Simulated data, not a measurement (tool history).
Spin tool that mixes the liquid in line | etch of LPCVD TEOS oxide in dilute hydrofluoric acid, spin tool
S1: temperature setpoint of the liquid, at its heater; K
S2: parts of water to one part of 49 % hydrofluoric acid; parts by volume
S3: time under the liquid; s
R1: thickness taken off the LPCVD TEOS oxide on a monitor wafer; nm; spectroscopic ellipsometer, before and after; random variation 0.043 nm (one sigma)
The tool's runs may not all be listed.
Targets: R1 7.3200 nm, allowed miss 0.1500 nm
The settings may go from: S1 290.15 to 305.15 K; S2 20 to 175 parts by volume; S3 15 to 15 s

run	hour	S1	S2	S3	R1
1	0.0	297.15	95	15	9.2216
2	7.1	295.65	95	15	8.6940
3	15.4	294.15	95	15	8.1472
4	18.9	294.15	75	15	10.5090
5	27.2	293.15	80	15	9.3547
6	29.9	296.15	80	15	10.7100
7	37.7	294.15	85	15	9.2151
8	38.6	293.15	85	15	8.7676
9	43.8	292.15	85	15	8.4853
10	48.6	291.65	85	15	8.3131
11	54.2	291.15	85	15	8.1388
12	61.6	290.65	85	15	7.9890

Which of these 4 next moves meets every target?
A	69.0	290.15	90	15	?
B	69.0	290.15	75	15	?
C	69.0	290.15	85	15	?
D	69.0	290.15	70	15	?

move	R1
A	7.3463
B	8.9578
C	7.8197
D	9.6498
A: meets every target
B: further off than the last run
C: nearer than the last run, and not there yet
D: further off than the last run
Move A is the one to make.
